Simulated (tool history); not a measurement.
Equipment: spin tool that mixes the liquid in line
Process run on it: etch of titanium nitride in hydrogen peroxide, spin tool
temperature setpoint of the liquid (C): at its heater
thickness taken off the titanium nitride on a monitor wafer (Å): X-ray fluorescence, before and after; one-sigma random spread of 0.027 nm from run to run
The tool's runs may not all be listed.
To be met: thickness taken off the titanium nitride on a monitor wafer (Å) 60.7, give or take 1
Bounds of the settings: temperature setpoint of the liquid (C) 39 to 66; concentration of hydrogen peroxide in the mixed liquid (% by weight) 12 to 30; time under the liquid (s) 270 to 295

run,hour,temperature setpoint of the liquid (C),concentration of hydrogen peroxide in the mixed liquid (% by weight),time under the liquid (s),thickness taken off the titanium nitride on a monitor wafer (Å)
1,0,55,21,270,111.14
2,3.4,52.5,21,270,92.668
3,5.3,51,21,270,83.085
4,11.6,51,21,270,82.845
5,12.8,48.5,21,270,69.92
6,19,48,21,270,66.574
7,27,47.5,21,270,64.34
8,27.7,47,21,270,62.466

4 candidate next runs follow, results not yet known. Just one meets every target within its allowed miss. Identify it.
A,28.4,45.5,21,295,?
B,28.4,46,22,295,?
C,28.4,47,18.5,280,?
D,28.4,47,16.5,295,?

move,thickness taken off the titanium nitride on a monitor wafer (Å)
A,61.056
B,64.007
C,63.003
D,64.773
A: all results land within tolerance of their targets
B: the biggest miss grows against the last run
C: the biggest miss grows against the last run
D: the biggest miss grows against the last run
Answer: A
